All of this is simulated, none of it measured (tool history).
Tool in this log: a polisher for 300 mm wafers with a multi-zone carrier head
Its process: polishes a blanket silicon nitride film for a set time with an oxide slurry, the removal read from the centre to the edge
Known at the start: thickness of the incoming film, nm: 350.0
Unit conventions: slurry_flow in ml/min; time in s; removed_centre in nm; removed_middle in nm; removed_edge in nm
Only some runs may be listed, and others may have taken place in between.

run,hour,slurry_flow,centre_zone,middle_zone,edge_zone,slurry_solids,time,removed_centre,removed_middle,removed_edge
1,0.0,310,1.00,1.00,1.00,1.00,79,48.963,48.416,48.881
2,7.0,310,1.00,1.04,1.00,1.00,79,48.173,50.717,49.467
3,13.9,310,1.04,1.04,1.00,1.00,79,50.627,49.709,50.042
4,22.8,310,1.12,1.04,1.00,1.00,79,55.108,49.460,48.460
5,27.7,310,1.12,1.12,1.00,1.00,79,55.035,52.611,49.733
6,36.4,310,1.12,1.12,0.97,1.00,79,55.393,52.781,49.014
7,38.0,315,1.12,1.13,0.99,1.00,79,54.850,54.056,49.185
8,38.7,315,1.12,1.13,1.01,1.00,79,55.011,54.339,49.362
9,42.2,305,1.11,1.12,1.02,1.05,79,55.717,54.330,51.477
10,49.8,305,1.11,1.12,1.03,1.05,79,54.925,53.442,51.382
11,54.9,310,1.11,1.12,1.04,1.05,79,55.888,54.231,51.994

Forecast run 12:
12,63.3,315,1.11,1.12,1.05,1.05,79,?,?,?

Run 12 yielded removed_centre 55.200 nm, removed_middle 53.349 nm, removed_edge 51.973 nm.

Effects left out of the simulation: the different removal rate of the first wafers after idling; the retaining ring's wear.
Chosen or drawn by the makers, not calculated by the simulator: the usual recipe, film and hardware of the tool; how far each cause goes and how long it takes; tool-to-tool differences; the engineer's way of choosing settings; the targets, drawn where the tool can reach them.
